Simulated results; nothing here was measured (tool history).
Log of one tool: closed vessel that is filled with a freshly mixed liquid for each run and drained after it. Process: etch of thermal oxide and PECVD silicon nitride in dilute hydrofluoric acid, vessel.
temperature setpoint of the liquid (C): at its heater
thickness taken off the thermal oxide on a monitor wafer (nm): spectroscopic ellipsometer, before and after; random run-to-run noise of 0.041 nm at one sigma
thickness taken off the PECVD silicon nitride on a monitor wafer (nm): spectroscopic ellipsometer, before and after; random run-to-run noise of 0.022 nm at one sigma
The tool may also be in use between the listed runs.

run    day  temperature setpoint of the liquid (C)  parts of water to one part of 49 % hydrofluoric acid (parts by volume)  time in the liquid (s)  thickness taken off the thermal oxide on a monitor wafer (nm)  thickness taken off the PECVD silicon nitride on a monitor wafer (nm)
  1  0.000                                    20.0                                                                      85                     155                                                         6.9536                                                                 2.3798
  2  0.371                                    20.0                                                                      90                     155                                                         6.3343                                                                 2.2534
  3  0.746                                    20.0                                                                      90                     210                                                         8.6762                                                                 3.0227
  4  1.050                                    20.0                                                                      95                     210                                                         8.0955                                                                 2.8125
  5  1.096                                    20.0                                                                     100                     210                                                         7.6598                                                                 2.7189
  6  1.479                                    20.0                                                                     100                     150                                                         5.4600                                                                 1.9605

Run 7 is up next; what results do you expect?
  7  1.579                                    19.5                                                                     110                     150                                                              ?                                                                      ?

thickness taken off the thermal oxide on a monitor wafer (nm): 4.8240
thickness taken off the PECVD silicon nitride on a monitor wafer (nm): 1.7309

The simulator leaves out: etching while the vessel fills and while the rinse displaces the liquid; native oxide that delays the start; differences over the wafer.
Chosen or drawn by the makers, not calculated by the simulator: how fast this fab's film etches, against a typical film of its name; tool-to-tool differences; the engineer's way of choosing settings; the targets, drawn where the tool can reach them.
